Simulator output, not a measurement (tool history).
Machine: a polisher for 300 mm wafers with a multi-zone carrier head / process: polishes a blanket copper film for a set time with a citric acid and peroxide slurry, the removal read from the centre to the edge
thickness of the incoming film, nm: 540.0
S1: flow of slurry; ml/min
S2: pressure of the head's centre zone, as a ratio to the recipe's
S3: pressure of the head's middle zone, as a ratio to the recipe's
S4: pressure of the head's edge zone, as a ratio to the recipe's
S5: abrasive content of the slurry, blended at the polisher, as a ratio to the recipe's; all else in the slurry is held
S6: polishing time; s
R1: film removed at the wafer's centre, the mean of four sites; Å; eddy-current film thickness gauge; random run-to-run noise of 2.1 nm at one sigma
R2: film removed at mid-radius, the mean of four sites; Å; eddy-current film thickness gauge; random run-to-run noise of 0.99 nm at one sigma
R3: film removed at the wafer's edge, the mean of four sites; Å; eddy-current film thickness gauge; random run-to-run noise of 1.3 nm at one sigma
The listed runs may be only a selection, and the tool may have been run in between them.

run	hour	S1	S2	S3	S4	S5	S6	R1	R2	R3
1	0	255	1	1	1	1	81	2135.2	2056.5	2075.7
2	7.6	255	1.07	1	1	1	81	2204.1	2038.8	2054.7
3	11.6	240	1.05	0.95	1.02	0.9	77	2038.3	1799.8	1920.4
4	13.2	230	1.02	0.91	1.04	0.8	75	1895.2	1647.1	1878.4
5	19.3	285	1.02	0.91	1.04	0.8	75	1916.5	1661.9	1882
6	25.2	285	1.02	0.91	1.04	0.8	60	1537.7	1343.4	1504.1

What will run 7 give?
7	33.4	285	1.02	0.89	1.06	0.8	60	?	?	?

Logged for run 7: R1 1582 Å, R2 1338.2 Å, R3 1512.8 Å.

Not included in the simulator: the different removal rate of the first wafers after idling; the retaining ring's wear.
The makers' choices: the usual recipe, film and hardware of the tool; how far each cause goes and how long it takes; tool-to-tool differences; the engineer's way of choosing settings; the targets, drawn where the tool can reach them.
